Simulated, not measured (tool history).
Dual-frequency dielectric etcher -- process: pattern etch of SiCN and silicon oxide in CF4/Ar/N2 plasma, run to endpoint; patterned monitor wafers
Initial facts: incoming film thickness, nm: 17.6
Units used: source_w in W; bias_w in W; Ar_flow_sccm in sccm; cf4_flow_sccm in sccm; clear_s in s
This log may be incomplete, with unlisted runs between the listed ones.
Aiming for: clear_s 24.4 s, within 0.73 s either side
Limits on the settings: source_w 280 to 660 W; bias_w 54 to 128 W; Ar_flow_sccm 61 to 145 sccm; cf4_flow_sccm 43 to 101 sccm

run 1 hour=0 | source_w=470 bias_w=91 Ar_flow_sccm=103 cf4_flow_sccm=72 | clear_s=18.13
run 2 hour=1.4 | source_w=470 bias_w=80 Ar_flow_sccm=103 cf4_flow_sccm=72 | clear_s=18.901
run 3 hour=8.3 | source_w=430 bias_w=79 Ar_flow_sccm=103 cf4_flow_sccm=72 | clear_s=20.59
run 4 hour=16.2 | source_w=400 bias_w=78 Ar_flow_sccm=103 cf4_flow_sccm=72 | clear_s=22.474
run 5 hour=22.6 | source_w=400 bias_w=87 Ar_flow_sccm=103 cf4_flow_sccm=72 | clear_s=21.509
run 6 hour=25.2 | source_w=400 bias_w=87 Ar_flow_sccm=103 cf4_flow_sccm=66 | clear_s=21.97
run 7 hour=27.9 | source_w=380 bias_w=87 Ar_flow_sccm=103 cf4_flow_sccm=66 | clear_s=22.941
run 8 hour=32.7 | source_w=370 bias_w=87 Ar_flow_sccm=103 cf4_flow_sccm=66 | clear_s=23.604

4 next moves are on the table. One of them brings every result within its allowed miss. Which?
run A hour=37.5 | source_w=380 bias_w=81 Ar_flow_sccm=81 cf4_flow_sccm=72 | clear_s=?
run B hour=37.5 | source_w=380 bias_w=87 Ar_flow_sccm=99 cf4_flow_sccm=68 | clear_s=?
run C hour=37.5 | source_w=460 bias_w=69 Ar_flow_sccm=130 cf4_flow_sccm=63 | clear_s=?
run D hour=37.5 | source_w=390 bias_w=72 Ar_flow_sccm=104 cf4_flow_sccm=61 | clear_s=?

move=A clear_s=21.957
move=B clear_s=22.139
move=C clear_s=21.274
move=D clear_s=23.911
A: its largest miss is bigger than the last run's
B: its largest miss is bigger than the last run's
C: its largest miss is bigger than the last run's
D: each result inside its tolerance
Correct choice: D, which meets every target
